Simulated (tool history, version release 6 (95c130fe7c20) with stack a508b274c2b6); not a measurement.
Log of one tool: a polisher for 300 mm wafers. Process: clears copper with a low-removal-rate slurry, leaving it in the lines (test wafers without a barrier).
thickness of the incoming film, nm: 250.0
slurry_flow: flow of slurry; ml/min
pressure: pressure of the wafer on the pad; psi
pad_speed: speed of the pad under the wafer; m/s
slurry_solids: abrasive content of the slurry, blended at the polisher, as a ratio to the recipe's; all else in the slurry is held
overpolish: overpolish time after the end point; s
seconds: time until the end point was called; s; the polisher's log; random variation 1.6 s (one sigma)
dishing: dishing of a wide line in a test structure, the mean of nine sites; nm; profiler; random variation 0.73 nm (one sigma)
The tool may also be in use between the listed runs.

| run | day | slurry_flow | pressure | pad_speed | slurry_solids | overpolish | seconds | dishing |
|---|---|---|---|---|---|---|---|---|
| 1 | 0.000 | 155 | 2.4 | 0.96 | 1.0 | 10 | 121.14 | 16.202 |
| 2 | 0.171 | 175 | 2.4 | 0.96 | 1.0 | 10 | 110.83 | 16.264 |
| 3 | 0.350 | 175 | 2.4 | 0.96 | 1.0 | 13 | 115.00 | 21.299 |
| 4 | 0.721 | 175 | 2.5 | 0.96 | 1.0 | 13 | 110.24 | 21.309 |
| 5 | 1.012 | 175 | 2.5 | 0.80 | 1.0 | 13 | 136.72 | 18.242 |
| 6 | 1.042 | 215 | 2.5 | 0.80 | 1.0 | 13 | 128.45 | 17.837 |
| 7 | 1.242 | 215 | 2.6 | 0.80 | 1.0 | 14 | 122.70 | 20.461 |

Run 8 comes next. What will it give?
| 8 | 1.412 | 215 | 2.7 | 0.80 | 1.0 | 14 | ? | ? |

seconds: 119.51 s
dishing: 22.134 nm
